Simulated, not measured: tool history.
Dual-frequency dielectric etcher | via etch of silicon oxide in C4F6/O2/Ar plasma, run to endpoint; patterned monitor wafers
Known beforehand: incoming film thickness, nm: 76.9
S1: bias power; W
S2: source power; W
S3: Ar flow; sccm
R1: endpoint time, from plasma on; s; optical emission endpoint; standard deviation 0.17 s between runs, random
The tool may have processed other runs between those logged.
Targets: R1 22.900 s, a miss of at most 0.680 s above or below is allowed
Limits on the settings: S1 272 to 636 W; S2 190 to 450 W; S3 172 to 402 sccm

run	hour	S1	S2	S3	R1
1	0.0	454	320	287	19.433
2	6.1	438	310	288	20.451
3	8.6	429	310	288	20.416
4	9.9	429	310	249	20.002
5	18.3	429	260	249	21.128
6	24.1	421	260	250	21.305
7	27.5	414	260	251	21.745
8	32.7	410	260	251	21.479
# hour 39.8: bias power generator calibrated
9	39.8	404	260	252	21.959

Which one of the following 4 next-run settings gets every result inside its allowed miss? There is exactly one.
A	46.9	418	240	280	?
B	46.9	368	250	280	?
C	46.9	420	290	251	?
D	46.9	412	280	274	?

move	R1
A	22.971
B	24.250
C	21.292
D	21.986
A: meets every target
B: pushes the last run's worst result past its target
C: misses by more than the last run did
D: about as far from the targets as the last run
A meets every target.

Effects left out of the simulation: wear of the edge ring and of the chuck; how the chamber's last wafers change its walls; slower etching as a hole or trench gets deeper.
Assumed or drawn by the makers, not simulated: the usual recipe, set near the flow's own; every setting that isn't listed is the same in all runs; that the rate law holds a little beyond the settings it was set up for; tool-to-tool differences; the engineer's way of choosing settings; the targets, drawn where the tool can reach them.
